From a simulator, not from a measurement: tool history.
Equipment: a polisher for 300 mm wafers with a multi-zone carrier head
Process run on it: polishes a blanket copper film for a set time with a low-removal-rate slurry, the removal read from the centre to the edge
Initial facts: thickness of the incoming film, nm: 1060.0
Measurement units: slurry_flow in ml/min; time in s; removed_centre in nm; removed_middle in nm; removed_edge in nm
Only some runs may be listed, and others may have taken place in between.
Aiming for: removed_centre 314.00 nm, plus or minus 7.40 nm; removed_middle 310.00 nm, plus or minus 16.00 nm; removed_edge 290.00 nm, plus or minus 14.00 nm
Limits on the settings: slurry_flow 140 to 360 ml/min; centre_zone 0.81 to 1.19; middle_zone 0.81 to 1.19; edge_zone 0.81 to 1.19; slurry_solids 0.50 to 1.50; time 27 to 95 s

{"run": 1, "hour": 0.0, "slurry_flow": 230, "centre_zone": 1.0, "middle_zone": 1.0, "edge_zone": 1.0, "slurry_solids": 1.0, "time": 61, "removed_centre": 166.05, "removed_middle": 188.74, "removed_edge": 189.57}
{"run": 2, "hour": 5.9, "slurry_flow": 250, "centre_zone": 1.06, "middle_zone": 1.03, "edge_zone": 1.01, "slurry_solids": 1.15, "time": 67, "removed_centre": 198.3, "removed_middle": 220.35, "removed_edge": 218.9}
{"run": 3, "hour": 9.5, "slurry_flow": 265, "centre_zone": 1.1, "middle_zone": 1.03, "edge_zone": 0.97, "slurry_solids": 1.25, "time": 73, "removed_centre": 230.5, "removed_middle": 245.71, "removed_edge": 240.28}
{"run": 4, "hour": 17.3, "slurry_flow": 280, "centre_zone": 1.13, "middle_zone": 1.03, "edge_zone": 0.94, "slurry_solids": 1.3, "time": 77, "removed_centre": 251.82, "removed_middle": 256.84, "removed_edge": 251.58}
{"run": 5, "hour": 19.8, "slurry_flow": 280, "centre_zone": 1.13, "middle_zone": 0.97, "edge_zone": 0.94, "slurry_solids": 1.3, "time": 77, "removed_centre": 250.21, "removed_middle": 248.21, "removed_edge": 247.96}
{"run": 6, "hour": 23.2, "slurry_flow": 280, "centre_zone": 1.13, "middle_zone": 0.97, "edge_zone": 0.94, "slurry_solids": 1.2, "time": 77, "removed_centre": 249.22, "removed_middle": 247.18, "removed_edge": 245.93}
{"run": 7, "hour": 27.4, "slurry_flow": 330, "centre_zone": 1.19, "middle_zone": 1.05, "edge_zone": 0.95, "slurry_solids": 1.4, "time": 86, "removed_centre": 303.89, "removed_middle": 310.29, "removed_edge": 291.57}
{"hour": 36.1, "done": "centre zone pressure recalibrated"}
{"run": 8, "hour": 36.1, "slurry_flow": 330, "centre_zone": 1.19, "middle_zone": 1.01, "edge_zone": 0.88, "slurry_solids": 1.45, "time": 87, "removed_centre": 348.23, "removed_middle": 306.84, "removed_edge": 291.37}
{"run": 9, "hour": 40.2, "slurry_flow": 330, "centre_zone": 1.16, "middle_zone": 1.02, "edge_zone": 0.88, "slurry_solids": 1.4, "time": 87, "removed_centre": 335.37, "removed_middle": 304.61, "removed_edge": 286.28}
{"run": 10, "hour": 47.2, "slurry_flow": 325, "centre_zone": 1.13, "middle_zone": 1.03, "edge_zone": 0.89, "slurry_solids": 1.4, "time": 87, "removed_centre": 328.31, "removed_middle": 299.8, "removed_edge": 289.51}

Consider the 4 candidate settings below. Which is the only one whose results all fall within their allowed miss of target?
{"run": "A", "hour": 54.2, "slurry_flow": 245, "centre_zone": 1.04, "middle_zone": 1.02, "edge_zone": 0.86, "slurry_solids": 1.5, "time": 90, "removed_centre": "?", "removed_middle": "?", "removed_edge": "?"}
{"run": "B", "hour": 54.2, "slurry_flow": 355, "centre_zone": 1.13, "middle_zone": 1.0, "edge_zone": 0.85, "slurry_solids": 1.1, "time": 83, "removed_centre": "?", "removed_middle": "?", "removed_edge": "?"}
{"run": "C", "hour": 54.2, "slurry_flow": 325, "centre_zone": 1.16, "middle_zone": 1.06, "edge_zone": 0.87, "slurry_solids": 1.25, "time": 81, "removed_centre": "?", "removed_middle": "?", "removed_edge": "?"}
{"run": "D", "hour": 54.2, "slurry_flow": 310, "centre_zone": 1.18, "middle_zone": 1.08, "edge_zone": 0.85, "slurry_solids": 1.3, "time": 91, "removed_centre": "?", "removed_middle": "?", "removed_edge": "?"}

move=A removed_centre=312.20 removed_middle=309.06 removed_edge=285.37
move=B removed_centre=298.56 removed_middle=268.60 removed_edge=249.40
move=C removed_centre=305.25 removed_middle=281.72 removed_edge=251.57
move=D removed_centre=350.17 removed_middle=323.31 removed_edge=281.66
A: each result inside its tolerance
B: takes the result that was furthest off past its target
C: takes the result that was furthest off past its target
D: further off than the last run
Move A is the one to make.
